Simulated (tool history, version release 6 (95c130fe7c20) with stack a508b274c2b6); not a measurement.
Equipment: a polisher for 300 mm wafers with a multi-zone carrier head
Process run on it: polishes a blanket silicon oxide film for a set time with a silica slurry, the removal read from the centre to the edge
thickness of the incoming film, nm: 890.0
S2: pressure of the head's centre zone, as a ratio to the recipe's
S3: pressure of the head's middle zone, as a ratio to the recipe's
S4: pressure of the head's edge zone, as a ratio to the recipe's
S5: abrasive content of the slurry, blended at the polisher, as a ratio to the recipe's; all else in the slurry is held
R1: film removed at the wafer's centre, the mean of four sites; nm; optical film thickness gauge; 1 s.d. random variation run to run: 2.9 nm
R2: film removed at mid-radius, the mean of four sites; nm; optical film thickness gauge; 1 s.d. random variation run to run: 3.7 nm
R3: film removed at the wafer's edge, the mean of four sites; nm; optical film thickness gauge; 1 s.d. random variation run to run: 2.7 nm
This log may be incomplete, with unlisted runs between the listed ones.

{"run": 1, "day": 0.0, "flow of slurry (ml/min)": 200, "S2": 1.0, "S3": 1.0, "S4": 1.0, "S5": 1.0, "polishing time (s)": 66, "R1": 333.09, "R2": 332.19, "R3": 332.08}
{"run": 2, "day": 0.271, "flow of slurry (ml/min)": 175, "S2": 1.0, "S3": 1.0, "S4": 1.0, "S5": 1.0, "polishing time (s)": 66, "R1": 321.79, "R2": 325.87, "R3": 335.33}
{"run": 3, "day": 0.404, "flow of slurry (ml/min)": 175, "S2": 1.0, "S3": 1.07, "S4": 1.0, "S5": 1.0, "polishing time (s)": 66, "R1": 317.65, "R2": 339.03, "R3": 328.48}
{"run": 4, "day": 0.767, "flow of slurry (ml/min)": 190, "S2": 1.01, "S3": 1.08, "S4": 0.96, "S5": 0.85, "polishing time (s)": 65, "R1": 301.43, "R2": 337.11, "R3": 300.28}
{"run": 5, "day": 0.946, "flow of slurry (ml/min)": 190, "S2": 1.01, "S3": 1.08, "S4": 0.96, "S5": 0.85, "polishing time (s)": 57, "R1": 270.73, "R2": 281.13, "R3": 263.05}
{"run": 6, "day": 1.05, "flow of slurry (ml/min)": 190, "S2": 1.01, "S3": 1.08, "S4": 0.96, "S5": 0.85, "polishing time (s)": 43, "R1": 201.17, "R2": 214.69, "R3": 197.49}
{"run": 7, "day": 1.208, "flow of slurry (ml/min)": 205, "S2": 1.03, "S3": 1.11, "S4": 0.98, "S5": 1.0, "polishing time (s)": 43, "R1": 218.1, "R2": 240.32, "R3": 218.87}

Estimate the outcome of run 8 from the log above:
{"run": 8, "day": 1.358, "flow of slurry (ml/min)": 220, "S2": 1.07, "S3": 1.12, "S4": 0.99, "S5": 1.05, "polishing time (s)": 43, "R1": "?", "R2": "?", "R3": "?"}

R1: 226.95 nm
R2: 249.83 nm
R3: 220.76 nm
